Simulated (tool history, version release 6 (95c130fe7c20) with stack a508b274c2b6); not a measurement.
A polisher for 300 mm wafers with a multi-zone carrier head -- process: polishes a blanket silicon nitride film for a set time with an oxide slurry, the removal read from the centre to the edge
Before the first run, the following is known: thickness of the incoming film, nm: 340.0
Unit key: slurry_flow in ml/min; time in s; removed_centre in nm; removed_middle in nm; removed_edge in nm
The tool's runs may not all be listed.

run 1 hour=0.0 | slurry_flow=305 centre_zone=1.00 middle_zone=1.00 edge_zone=1.00 slurry_solids=1.0 time=86 | removed_centre=75.552 removed_middle=76.691 removed_edge=76.244
run 2 hour=5.5 | slurry_flow=320 centre_zone=1.02 middle_zone=1.03 edge_zone=0.98 slurry_solids=1.0 time=86 | removed_centre=78.971 removed_middle=77.862 removed_edge=76.369
run 3 hour=11.0 | slurry_flow=325 centre_zone=1.02 middle_zone=1.07 edge_zone=0.94 slurry_solids=1.0 time=86 | removed_centre=78.499 removed_middle=81.846 removed_edge=73.589
run 4 hour=12.4 | slurry_flow=325 centre_zone=1.07 middle_zone=1.07 edge_zone=0.94 slurry_solids=1.0 time=86 | removed_centre=82.836 removed_middle=81.764 removed_edge=75.301
run 5 hour=17.9 | slurry_flow=325 centre_zone=1.07 middle_zone=1.03 edge_zone=0.94 slurry_solids=1.0 time=86 | removed_centre=81.817 removed_middle=78.401 removed_edge=73.340
run 6 hour=26.3 | slurry_flow=335 centre_zone=1.07 middle_zone=1.05 edge_zone=0.93 slurry_solids=1.0 time=86 | removed_centre=82.986 removed_middle=80.153 removed_edge=73.867
run 7 hour=28.8 | slurry_flow=345 centre_zone=1.07 middle_zone=1.07 edge_zone=0.92 slurry_solids=1.0 time=86 | removed_centre=82.890 removed_middle=80.813 removed_edge=74.464
run 8 hour=34.1 | slurry_flow=340 centre_zone=1.08 middle_zone=1.09 edge_zone=0.91 slurry_solids=1.0 time=86 | removed_centre=84.420 removed_middle=83.224 removed_edge=74.389
run 9 hour=39.6 | slurry_flow=340 centre_zone=1.08 middle_zone=1.10 edge_zone=0.90 slurry_solids=1.0 time=86 | removed_centre=82.516 removed_middle=83.453 removed_edge=72.606

For run 10, what comes out?
run 10 hour=43.8 | slurry_flow=340 centre_zone=1.08 middle_zone=1.10 edge_zone=0.90 slurry_solids=1.0 time=86 | removed_centre=? removed_middle=? removed_edge=?

removed_centre: 83.947 nm
removed_middle: 82.957 nm
removed_edge: 73.997 nm
